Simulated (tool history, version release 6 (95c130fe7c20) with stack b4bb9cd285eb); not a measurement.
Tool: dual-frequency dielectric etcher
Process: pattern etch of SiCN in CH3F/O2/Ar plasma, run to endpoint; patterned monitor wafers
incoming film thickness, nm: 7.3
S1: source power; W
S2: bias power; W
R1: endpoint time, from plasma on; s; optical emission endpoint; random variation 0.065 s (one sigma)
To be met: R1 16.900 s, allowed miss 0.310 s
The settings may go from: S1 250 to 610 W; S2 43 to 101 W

| run | hour | S1 | S2 | R1 |
|---|---|---|---|---|
| 1 | 0.0 | 430 | 72 | 18.438 |
| 2 | 7.2 | 430 | 61 | 19.629 |
| 3 | 14.1 | 480 | 62 | 18.576 |
| 4 | 19.8 | 480 | 51 | 20.074 |
| 5 | 24.9 | 430 | 51 | 21.000 |
| 6 | 28.1 | 490 | 54 | 19.390 |
| 7 | 30.5 | 530 | 56 | 18.443 |
| 8 | 32.6 | 550 | 57 | 17.935 |
| 9 | 35.2 | 570 | 57 | 17.739 |
| 10 | 43.9 | 580 | 58 | 17.558 |
| 11 | 47.8 | 590 | 59 | 17.227 |

Which of these 4 next moves meets every target?
| A | 51.7 | 550 | 69 | ? |
| B | 51.7 | 570 | 58 | ? |
| C | 51.7 | 600 | 53 | ? |
| D | 51.7 | 570 | 57 | ? |

| move | R1 |
|---|---|
| A | 16.939 |
| B | 17.729 |
| C | 17.880 |
| D | 17.835 |
A: meets every target
B: further off than the last run
C: further off than the last run
D: further off than the last run
The right move is A.
